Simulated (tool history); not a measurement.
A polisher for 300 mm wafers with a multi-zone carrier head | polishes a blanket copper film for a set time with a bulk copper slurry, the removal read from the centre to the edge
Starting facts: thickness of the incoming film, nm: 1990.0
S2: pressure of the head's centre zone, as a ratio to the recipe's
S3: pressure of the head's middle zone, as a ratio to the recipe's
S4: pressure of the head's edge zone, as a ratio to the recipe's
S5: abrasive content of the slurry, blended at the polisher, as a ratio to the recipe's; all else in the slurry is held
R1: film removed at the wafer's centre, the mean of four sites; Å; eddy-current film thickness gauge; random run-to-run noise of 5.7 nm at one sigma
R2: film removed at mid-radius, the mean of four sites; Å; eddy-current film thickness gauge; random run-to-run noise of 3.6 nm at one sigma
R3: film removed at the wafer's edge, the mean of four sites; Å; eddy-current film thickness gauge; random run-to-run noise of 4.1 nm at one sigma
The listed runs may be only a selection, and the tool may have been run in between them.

{"run": 1, "day": 0.0, "flow of slurry (ml/min)": 205, "S2": 1.0, "S3": 1.0, "S4": 1.0, "S5": 1.0, "polishing time (s)": 61, "R1": 5506.6, "R2": 5897.2, "R3": 5758.0}
{"run": 2, "day": 0.196, "flow of slurry (ml/min)": 205, "S2": 1.05, "S3": 0.97, "S4": 0.96, "S5": 0.9, "polishing time (s)": 56, "R1": 5143.6, "R2": 5243.0, "R3": 5087.9}
{"run": 3, "day": 0.325, "flow of slurry (ml/min)": 215, "S2": 1.09, "S3": 0.93, "S4": 0.92, "S5": 0.85, "polishing time (s)": 52, "R1": 4977.9, "R2": 4724.2, "R3": 4607.6}
{"run": 4, "day": 0.583, "flow of slurry (ml/min)": 215, "S2": 1.17, "S3": 0.93, "S4": 0.92, "S5": 0.85, "polishing time (s)": 52, "R1": 5252.3, "R2": 4658.6, "R3": 4645.9}
{"run": 5, "day": 0.788, "flow of slurry (ml/min)": 215, "S2": 1.17, "S3": 0.93, "S4": 0.92, "S5": 0.85, "polishing time (s)": 40, "R1": 4105.6, "R2": 3656.7, "R3": 3552.6}
{"run": 6, "day": 0.838, "flow of slurry (ml/min)": 220, "S2": 1.18, "S3": 0.9, "S4": 0.89, "S5": 0.85, "polishing time (s)": 40, "R1": 4157.9, "R2": 3461.6, "R3": 3545.5}
{"run": 7, "day": 1.071, "flow of slurry (ml/min)": 230, "S2": 1.18, "S3": 0.9, "S4": 0.87, "S5": 0.85, "polishing time (s)": 40, "R1": 4310.2, "R2": 3592.4, "R3": 3534.5}
{"run": 8, "day": 1.142, "flow of slurry (ml/min)": 235, "S2": 1.18, "S3": 0.89, "S4": 0.87, "S5": 0.85, "polishing time (s)": 40, "R1": 4187.5, "R2": 3468.8, "R3": 3461.6}

The next listed run, before its measurement:
{"run": 9, "day": 1.246, "flow of slurry (ml/min)": 240, "S2": 1.19, "S3": 0.86, "S4": 0.82, "S5": 1.05, "polishing time (s)": 42, "R1": "?", "R2": "?", "R3": "?"}

Logged for run 9: R1 4583.4 Å, R2 3764.8 Å, R3 3696.4 Å.
